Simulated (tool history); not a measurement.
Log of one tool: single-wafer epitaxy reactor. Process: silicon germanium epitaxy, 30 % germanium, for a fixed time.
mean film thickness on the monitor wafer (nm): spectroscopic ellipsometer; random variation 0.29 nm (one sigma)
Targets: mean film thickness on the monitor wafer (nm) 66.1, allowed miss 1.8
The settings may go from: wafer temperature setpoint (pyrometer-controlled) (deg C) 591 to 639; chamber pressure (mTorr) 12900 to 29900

| run | day | wafer temperature setpoint (pyrometer-controlled) (deg C) | chamber pressure (mTorr) | mean film thickness on the monitor wafer (nm) |
|---|---|---|---|---|
| 1 | 0 | 615 | 21400 | 84.58 |
| 2 | 0.296 | 624 | 21400 | 96.491 |
| 3 | 0.638 | 618 | 21100 | 87.847 |
| 4 | 0.896 | 624 | 21100 | 95.888 |
| 5 | 0.925 | 618 | 20800 | 87.562 |
| 6 | 1.167 | 607 | 20800 | 73.714 |
| 7 | 1.196 | 605 | 20700 | 70.801 |
| 8 | 1.4 | 604 | 20700 | 69.799 |
| 9 | 1.442 | 603 | 20700 | 68.59 |

Which of these 4 next moves meets every target?
| A | 1.483 | 603 | 24500 | ? |
| B | 1.483 | 607 | 20500 | ? |
| C | 1.483 | 607 | 21400 | ? |
| D | 1.483 | 599 | 22400 | ? |

| move | mean film thickness on the monitor wafer (nm) |
|---|---|
| A | 72.625 |
| B | 73.067 |
| C | 74.07 |
| D | 66.177 |
A: further off than the last run
B: further off than the last run
C: further off than the last run
D: meets every target
Move D is the one to make.
